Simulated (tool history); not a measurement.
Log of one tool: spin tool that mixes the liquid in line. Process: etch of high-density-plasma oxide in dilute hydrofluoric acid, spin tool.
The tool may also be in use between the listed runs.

run,hour,temperature setpoint of the liquid (K),parts of water to one part of 49 % hydrofluoric acid (parts by volume),time under the liquid (s),thickness taken off the high-density-plasma oxide on a monitor wafer (angstrom)
1,0,293.15,240,265,42.683
2,2.6,292.65,260,265,37.195
3,7.5,290.15,260,265,34.073
4,14,290.15,275,265,31.357
5,22.4,290.15,285,265,30.445
6,25.3,290.15,295,265,29.333
7,26.1,290.15,305,265,27.908

Forecast run 8:
8,34.4,290.15,310,265,?

thickness taken off the high-density-plasma oxide on a monitor wafer (angstrom): 27.44
